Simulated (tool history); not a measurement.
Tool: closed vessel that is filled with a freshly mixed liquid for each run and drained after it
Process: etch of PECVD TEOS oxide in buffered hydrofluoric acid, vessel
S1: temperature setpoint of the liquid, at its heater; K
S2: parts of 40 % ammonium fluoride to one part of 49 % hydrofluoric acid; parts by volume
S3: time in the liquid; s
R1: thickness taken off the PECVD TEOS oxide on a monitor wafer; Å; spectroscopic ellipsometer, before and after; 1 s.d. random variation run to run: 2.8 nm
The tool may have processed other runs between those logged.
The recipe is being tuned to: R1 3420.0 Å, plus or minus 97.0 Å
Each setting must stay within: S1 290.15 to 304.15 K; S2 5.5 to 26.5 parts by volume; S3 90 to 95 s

Run 1, hour 0.0: S1 296.15 K, S2 16.0 parts by volume, S3 90 s. Result: R1 1281.1 Å.
Run 2, hour 8.3: S1 296.15 K, S2 16.0 parts by volume, S3 95 s. Result: R1 1321.6 Å.
Run 3, hour 11.0: S1 296.15 K, S2 16.0 parts by volume, S3 90 s. Result: R1 1260.5 Å.
Run 4, hour 13.5: S1 297.65 K, S2 14.0 parts by volume, S3 90 s. Result: R1 1557.6 Å.
Run 5, hour 17.5: S1 300.65 K, S2 14.0 parts by volume, S3 90 s. Result: R1 1822.1 Å.
Run 6, hour 25.4: S1 300.65 K, S2 14.0 parts by volume, S3 95 s. Result: R1 1947.0 Å.
Run 7, hour 33.5: S1 301.65 K, S2 12.5 parts by volume, S3 95 s. Result: R1 2257.5 Å.
Run 8, hour 40.9: S1 302.15 K, S2 11.5 parts by volume, S3 95 s. Result: R1 2562.3 Å.
Run 9, hour 49.1: S1 302.15 K, S2 11.5 parts by volume, S3 95 s. Result: R1 2549.9 Å.
Run 10, hour 55.7: S1 302.65 K, S2 11.0 parts by volume, S3 95 s. Result: R1 2774.3 Å.

Exercise: of the 5 proposed moves below, exactly one satisfies all targets within the stated allowed misses. Which move is it?
Run A, hour 62.3: S1 301.15 K, S2 7.5 parts by volume, S3 90 s. Result: R1 ?.
Run B, hour 62.3: S1 304.15 K, S2 8.5 parts by volume, S3 95 s. Result: R1 ?.
Run C, hour 62.3: S1 301.65 K, S2 8.0 parts by volume, S3 90 s. Result: R1 ?.
Run D, hour 62.3: S1 304.15 K, S2 8.0 parts by volume, S3 95 s. Result: R1 ?.
Run E, hour 62.3: S1 301.65 K, S2 8.5 parts by volume, S3 95 s. Result: R1 ?.

move      R1
   A  3392.0
   B  3661.3
   C  3248.4
   D  3909.5
   E  3211.1
A: meets every target
B: takes the result that was furthest off past its target
C: closer than the last run, but not yet in spec
D: takes the result that was furthest off past its target
E: closer than the last run, but not yet in spec
A meets every target.
